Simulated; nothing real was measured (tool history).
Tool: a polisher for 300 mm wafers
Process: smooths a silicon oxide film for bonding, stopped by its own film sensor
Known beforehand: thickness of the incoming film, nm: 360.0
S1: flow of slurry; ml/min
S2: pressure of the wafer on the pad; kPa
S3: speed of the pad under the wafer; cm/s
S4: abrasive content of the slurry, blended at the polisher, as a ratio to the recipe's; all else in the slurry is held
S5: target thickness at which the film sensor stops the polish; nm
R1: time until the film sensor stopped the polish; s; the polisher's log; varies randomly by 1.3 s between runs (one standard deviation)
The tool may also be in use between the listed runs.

Run 1, day 0.000: S1 260 ml/min, S2 15.9 kPa, S3 78 cm/s, S4 1.0, S5 275 nm. Result: R1 141.74 s.
Run 2, day 0.125: S1 260 ml/min, S2 15.9 kPa, S3 78 cm/s, S4 1.0, S5 275 nm. Result: R1 143.98 s.
Run 3, day 0.188: S1 260 ml/min, S2 15.9 kPa, S3 78 cm/s, S4 1.1, S5 275 nm. Result: R1 135.93 s.
Run 4, day 0.262: S1 295 ml/min, S2 15.9 kPa, S3 78 cm/s, S4 1.1, S5 275 nm. Result: R1 135.80 s.
Run 5, day 0.417: S1 295 ml/min, S2 16.5 kPa, S3 78 cm/s, S4 1.1, S5 275 nm. Result: R1 129.08 s.
Run 6, day 0.492: S1 295 ml/min, S2 17.2 kPa, S3 78 cm/s, S4 1.1, S5 275 nm. Result: R1 126.31 s.

For run 7, what comes out?
At day 0.592: head pressure recalibrated.
Run 7, day 0.592: S1 295 ml/min, S2 17.9 kPa, S3 78 cm/s, S4 1.1, S5 275 nm. Result: R1 ?.

{"run 7": {"R1": 115.13}}
